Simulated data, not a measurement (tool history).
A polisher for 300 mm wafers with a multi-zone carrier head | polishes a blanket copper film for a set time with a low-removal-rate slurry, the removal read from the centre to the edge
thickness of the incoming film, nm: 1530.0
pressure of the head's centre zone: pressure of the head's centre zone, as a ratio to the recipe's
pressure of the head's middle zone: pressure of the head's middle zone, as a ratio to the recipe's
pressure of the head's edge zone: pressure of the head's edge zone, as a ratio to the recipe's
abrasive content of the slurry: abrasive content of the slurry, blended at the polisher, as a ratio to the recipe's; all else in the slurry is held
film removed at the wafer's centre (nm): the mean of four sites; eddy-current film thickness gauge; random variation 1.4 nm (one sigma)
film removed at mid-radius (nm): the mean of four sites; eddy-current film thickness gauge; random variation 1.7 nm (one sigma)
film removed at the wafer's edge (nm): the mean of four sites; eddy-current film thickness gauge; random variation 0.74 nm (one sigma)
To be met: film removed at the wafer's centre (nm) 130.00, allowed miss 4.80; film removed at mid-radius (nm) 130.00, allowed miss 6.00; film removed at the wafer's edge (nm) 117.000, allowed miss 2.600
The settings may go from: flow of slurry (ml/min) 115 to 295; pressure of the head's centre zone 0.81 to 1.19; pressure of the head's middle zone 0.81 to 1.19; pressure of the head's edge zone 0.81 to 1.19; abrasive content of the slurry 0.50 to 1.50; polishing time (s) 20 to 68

| run | hour | flow of slurry (ml/min) | pressure of the head's centre zone | pressure of the head's middle zone | pressure of the head's edge zone | abrasive content of the slurry | polishing time (s) | film removed at the wafer's centre (nm) | film removed at mid-radius (nm) | film removed at the wafer's edge (nm) |
|---|---|---|---|---|---|---|---|---|---|---|
| 1 | 0.0 | 190 | 1.00 | 1.00 | 1.00 | 1.00 | 44 | 137.41 | 139.81 | 139.980 |
| 2 | 3.4 | 190 | 1.00 | 1.07 | 1.00 | 1.00 | 44 | 137.64 | 151.41 | 140.660 |
| 3 | 12.3 | 190 | 1.00 | 1.07 | 1.00 | 0.80 | 44 | 132.27 | 145.62 | 134.670 |
| 4 | 17.5 | 190 | 1.00 | 1.07 | 1.00 | 0.80 | 37 | 109.48 | 123.91 | 113.190 |
| 5 | 18.3 | 195 | 1.01 | 1.07 | 1.00 | 0.80 | 37 | 113.52 | 120.72 | 113.130 |
|  | 25.0 | edge zone pressure recalibrated |
| 6 | 25.0 | 195 | 1.01 | 1.07 | 1.00 | 0.65 | 37 | 109.57 | 117.95 | 104.790 |
| 7 | 25.9 | 200 | 1.02 | 1.08 | 1.01 | 0.65 | 37 | 111.53 | 120.16 | 107.060 |
| 8 | 28.3 | 205 | 1.03 | 1.08 | 1.02 | 0.65 | 37 | 114.04 | 120.10 | 107.180 |
| 9 | 33.3 | 210 | 1.03 | 1.08 | 1.03 | 0.65 | 37 | 114.08 | 121.19 | 108.340 |
| 10 | 41.2 | 215 | 1.04 | 1.08 | 1.04 | 0.65 | 37 | 115.95 | 122.96 | 108.440 |
| 11 | 49.1 | 220 | 1.05 | 1.08 | 1.05 | 0.65 | 37 | 117.86 | 122.26 | 109.120 |
| 12 | 55.3 | 225 | 1.05 | 1.08 | 1.06 | 0.65 | 37 | 117.82 | 120.70 | 109.210 |

Which of these 4 next moves meets every target?
| A | 61.5 | 245 | 1.15 | 1.19 | 0.88 | 0.50 | 37 | ? | ? | ? |
| B | 61.5 | 190 | 0.99 | 1.04 | 1.05 | 0.70 | 35 | ? | ? | ? |
| C | 61.5 | 250 | 1.19 | 1.19 | 0.98 | 0.50 | 38 | ? | ? | ? |
| D | 61.5 | 170 | 1.13 | 1.12 | 1.10 | 0.85 | 38 | ? | ? | ? |

| move | film removed at the wafer's centre (nm) | film removed at mid-radius (nm) | film removed at the wafer's edge (nm) |
|---|---|---|---|
| A | 122.76 | 127.71 | 97.196 |
| B | 101.11 | 109.61 | 102.510 |
| C | 130.85 | 131.44 | 104.920 |
| D | 127.02 | 128.52 | 115.910 |
A: further off than the last run
B: further off than the last run
C: further off than the last run
D: meets every target
The right move is D.
